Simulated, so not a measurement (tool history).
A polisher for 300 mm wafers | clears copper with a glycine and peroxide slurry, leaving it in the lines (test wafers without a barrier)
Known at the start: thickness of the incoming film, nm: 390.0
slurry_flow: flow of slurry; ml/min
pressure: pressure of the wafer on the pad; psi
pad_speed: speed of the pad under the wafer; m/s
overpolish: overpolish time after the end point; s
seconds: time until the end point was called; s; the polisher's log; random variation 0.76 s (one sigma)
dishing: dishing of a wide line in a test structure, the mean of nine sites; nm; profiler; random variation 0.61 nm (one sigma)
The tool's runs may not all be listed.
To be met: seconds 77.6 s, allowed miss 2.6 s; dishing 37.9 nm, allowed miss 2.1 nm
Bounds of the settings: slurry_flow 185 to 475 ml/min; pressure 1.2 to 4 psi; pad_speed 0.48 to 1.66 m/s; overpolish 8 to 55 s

Run 1, hour 0: slurry_flow 305 ml/min, pressure 2.6 psi, pad_speed 1.06 m/s, overpolish 28 s. Result: seconds 54.997 s, dishing 92.566 nm.
Run 2, hour 1.7: slurry_flow 290 ml/min, pressure 2.2 psi, pad_speed 1.1 m/s, overpolish 23 s. Result: seconds 61.233 s, dishing 76.87 nm.
Run 3, hour 10: slurry_flow 340 ml/min, pressure 1.9 psi, pad_speed 1.1 m/s, overpolish 19 s. Result: seconds 67.241 s, dishing 59.594 nm.
Run 4, hour 12.7: slurry_flow 340 ml/min, pressure 1.9 psi, pad_speed 0.88 m/s, overpolish 19 s. Result: seconds 79.872 s, dishing 54.468 nm.
Run 5, hour 14.1: slurry_flow 270 ml/min, pressure 1.9 psi, pad_speed 0.88 m/s, overpolish 19 s. Result: seconds 79.752 s, dishing 53.001 nm.
Run 6, hour 18.7: slurry_flow 245 ml/min, pressure 1.9 psi, pad_speed 0.9 m/s, overpolish 16 s. Result: seconds 79.551 s, dishing 47.521 nm.
At hour 26.1: head pressure recalibrated.
Run 7, hour 26.1: slurry_flow 240 ml/min, pressure 1.9 psi, pad_speed 0.9 m/s, overpolish 14 s. Result: seconds 84.76 s, dishing 39.333 nm.
Run 8, hour 32.5: slurry_flow 250 ml/min, pressure 2 psi, pad_speed 0.9 m/s, overpolish 13 s. Result: seconds 81.295 s, dishing 39.09 nm.

4 next moves are on the table. One of them brings every result within its allowed miss. Which?
Run A, hour 38.9: slurry_flow 410 ml/min, pressure 1.8 psi, pad_speed 0.88 m/s, overpolish 15 s. Result: seconds ?, dishing ?.
Run B, hour 38.9: slurry_flow 335 ml/min, pressure 2.1 psi, pad_speed 0.88 m/s, overpolish 12 s. Result: seconds ?, dishing ?.
Run C, hour 38.9: slurry_flow 225 ml/min, pressure 1.7 psi, pad_speed 0.98 m/s, overpolish 13 s. Result: seconds ?, dishing ?.
Run D, hour 38.9: slurry_flow 250 ml/min, pressure 1.9 psi, pad_speed 0.9 m/s, overpolish 15 s. Result: seconds ?, dishing ?.

move  seconds  dishing
   A   85.725   42.739
   B   78.314   38.221
   C   86.884   37.119
   D   84.762   43.197
A: further off than the last run
B: meets every target
C: further off than the last run
D: further off than the last run
Answer: B

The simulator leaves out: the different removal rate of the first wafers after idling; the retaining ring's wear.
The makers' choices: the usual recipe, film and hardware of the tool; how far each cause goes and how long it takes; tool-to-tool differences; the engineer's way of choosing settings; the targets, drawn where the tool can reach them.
